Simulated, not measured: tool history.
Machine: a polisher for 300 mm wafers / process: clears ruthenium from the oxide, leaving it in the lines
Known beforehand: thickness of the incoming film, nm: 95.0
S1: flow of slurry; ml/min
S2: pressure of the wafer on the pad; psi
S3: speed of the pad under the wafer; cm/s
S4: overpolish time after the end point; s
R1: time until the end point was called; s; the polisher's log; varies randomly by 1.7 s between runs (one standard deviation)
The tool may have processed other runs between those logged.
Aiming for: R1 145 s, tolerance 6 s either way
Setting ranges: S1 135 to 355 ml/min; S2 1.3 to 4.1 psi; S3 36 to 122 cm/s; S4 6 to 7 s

run 1 day=0 | S1=225 S2=2.7 S3=78 S4=7 | R1=95.602
run 2 day=0.242 | S1=225 S2=2.5 S3=78 S4=7 | R1=101.5
run 3 day=0.45 | S1=195 S2=2.5 S3=78 S4=7 | R1=106.22
run 4 day=0.742 | S1=190 S2=2.4 S3=78 S4=7 | R1=107.33
run 5 day=1.038 | S1=190 S2=2.4 S3=96 S4=7 | R1=93.612
run 6 day=1.408 | S1=185 S2=2.2 S3=96 S4=7 | R1=99.929
run 7 day=1.454 | S1=185 S2=2 S3=94 S4=7 | R1=111.27
run 8 day=1.612 | S1=185 S2=1.9 S3=94 S4=7 | R1=118.75
run 9 day=1.721 | S1=185 S2=1.8 S3=94 S4=7 | R1=124.66
run 10 day=2.075 | S1=185 S2=1.7 S3=94 S4=7 | R1=128.97
run 11 day=2.171 | S1=185 S2=1.3 S3=94 S4=7 | R1=164.99

Of the 4 settings listed for the next run, only one would bring every result within its allowed miss of target. Which one?
run A day=2.267 | S1=185 S2=1.7 S3=94 S4=7 | R1=?
run B day=2.267 | S1=135 S2=1.3 S3=116 S4=6 | R1=?
run C day=2.267 | S1=190 S2=1.3 S3=92 S4=7 | R1=?
run D day=2.267 | S1=175 S2=1.5 S3=106 S4=6 | R1=?

move=A R1=130.53
move=B R1=143.63
move=C R1=171.05
move=D R1=132.99
A: the result that was furthest off in the last run now lies on the other side of its target
B: every result within its allowed miss
C: its largest miss is bigger than the last run's
D: the result that was furthest off in the last run now lies on the other side of its target
Correct choice: B, which meets every target
